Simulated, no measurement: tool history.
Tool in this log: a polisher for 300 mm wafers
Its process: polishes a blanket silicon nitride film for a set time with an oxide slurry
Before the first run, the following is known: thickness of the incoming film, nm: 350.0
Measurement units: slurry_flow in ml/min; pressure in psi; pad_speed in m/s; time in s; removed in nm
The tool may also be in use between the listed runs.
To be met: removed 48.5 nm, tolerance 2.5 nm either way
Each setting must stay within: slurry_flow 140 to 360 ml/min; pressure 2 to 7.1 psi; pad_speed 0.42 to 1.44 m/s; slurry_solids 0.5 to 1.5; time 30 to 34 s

run 1 hour=0 | slurry_flow=230 pressure=4.5 pad_speed=0.92 slurry_solids=1 time=34 | removed=28.583
run 2 hour=2.5 | slurry_flow=230 pressure=4.5 pad_speed=0.92 slurry_solids=1.15 time=34 | removed=31.282
run 3 hour=8.1 | slurry_flow=230 pressure=4.8 pad_speed=0.92 slurry_solids=1.15 time=34 | removed=33.444
run 4 hour=12.6 | slurry_flow=195 pressure=4.8 pad_speed=0.92 slurry_solids=1.15 time=34 | removed=33.458
run 5 hour=13.4 | slurry_flow=195 pressure=4.8 pad_speed=0.92 slurry_solids=1 time=34 | removed=30.839
run 6 hour=16 | slurry_flow=195 pressure=4.1 pad_speed=0.92 slurry_solids=1 time=34 | removed=26.659
run 7 hour=21.7 | slurry_flow=195 pressure=4.5 pad_speed=0.92 slurry_solids=1 time=34 | removed=29
run 8 hour=25.4 | slurry_flow=195 pressure=4.8 pad_speed=0.92 slurry_solids=1 time=34 | removed=30.163
run 9 hour=28.4 | slurry_flow=195 pressure=5.1 pad_speed=0.94 slurry_solids=1 time=34 | removed=32.858
run 10 hour=37.3 | slurry_flow=195 pressure=5.4 pad_speed=0.94 slurry_solids=1 time=34 | removed=35.018
run 11 hour=39.1 | slurry_flow=195 pressure=5.4 pad_speed=0.94 slurry_solids=1 time=34 | removed=34.671

Consider the 4 candidate settings below. Which is the only one whose results all fall within their allowed miss of target?
run A hour=40.9 | slurry_flow=150 pressure=6.6 pad_speed=1.4 slurry_solids=1.1 time=34 | removed=?
run B hour=40.9 | slurry_flow=265 pressure=6.9 pad_speed=1.04 slurry_solids=1 time=30 | removed=?
run C hour=40.9 | slurry_flow=195 pressure=6.5 pad_speed=1.06 slurry_solids=1.1 time=34 | removed=?
run D hour=40.9 | slurry_flow=175 pressure=5.3 pad_speed=0.8 slurry_solids=0.85 time=30 | removed=?

move=A removed=58.169
move=B removed=44.255
move=C removed=48.973
move=D removed=23.715
A: takes the result that was furthest off past its target
B: gains on the last run, yet a result remains outside its allowed miss
C: every result lands within tolerance
D: lands further from the targets than the last run did
Go with C: it meets all targets.
